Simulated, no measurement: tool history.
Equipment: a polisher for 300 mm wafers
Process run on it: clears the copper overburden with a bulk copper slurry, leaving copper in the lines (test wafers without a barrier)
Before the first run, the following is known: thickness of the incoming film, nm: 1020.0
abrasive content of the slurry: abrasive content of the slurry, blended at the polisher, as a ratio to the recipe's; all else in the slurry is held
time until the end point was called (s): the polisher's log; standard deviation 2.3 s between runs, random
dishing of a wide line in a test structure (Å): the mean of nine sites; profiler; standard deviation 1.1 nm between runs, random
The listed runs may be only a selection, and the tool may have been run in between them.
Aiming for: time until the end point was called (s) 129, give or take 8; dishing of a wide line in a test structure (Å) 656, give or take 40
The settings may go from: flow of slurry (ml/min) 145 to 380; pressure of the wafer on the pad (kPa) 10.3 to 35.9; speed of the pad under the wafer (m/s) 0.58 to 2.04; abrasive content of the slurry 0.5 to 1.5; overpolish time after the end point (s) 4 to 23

run,hour,flow of slurry (ml/min),pressure of the wafer on the pad (kPa),speed of the pad under the wafer (m/s),abrasive content of the slurry,overpolish time after the end point (s),time until the end point was called (s),dishing of a wide line in a test structure (Å)
1,0,245,22.8,1.3,1,12,71.355,762.52
2,1.8,245,21.4,1.28,1,13,75.136,755.59
3,10.7,245,20,1.26,1,14,82.199,743.08
4,15.3,245,20,1.1,1,14,92.803,708.16
5,20.4,245,20,1.1,1.15,14,88.337,716.22
6,21.2,245,20,1.1,1.15,9,91.32,552.39
7,28,245,19.3,1.08,1.15,10,95.364,558.93
8,31.5,245,18.6,1.06,1.15,11,97.885,589.75
9,39.4,245,11.7,0.98,1.15,17,146.17,597.45
10,43.7,245,13.1,0.98,1.15,17,143.12,602.2

Which one of the following 5 next-run settings gets every result inside its allowed miss? There is exactly one.
A,48,235,15.9,0.76,0.95,21,?,?
B,48,225,14.5,1,1.1,18,?,?
C,48,245,10.3,0.98,1.1,23,?,?
D,48,210,13.1,0.86,1.35,17,?,?
E,48,250,11.7,0.96,1.15,22,?,?

move,time until the end point was called (s),dishing of a wide line in a test structure (Å)
A,160.67,658.73
B,130.59,673.82
C,165.5,655.92
D,154.63,583.69
E,154.03,673.67
A: misses by more than the last run did
B: hits every target within its allowed miss
C: misses by more than the last run did
D: misses by more than the last run did
E: misses by more than the last run did
B meets every target.
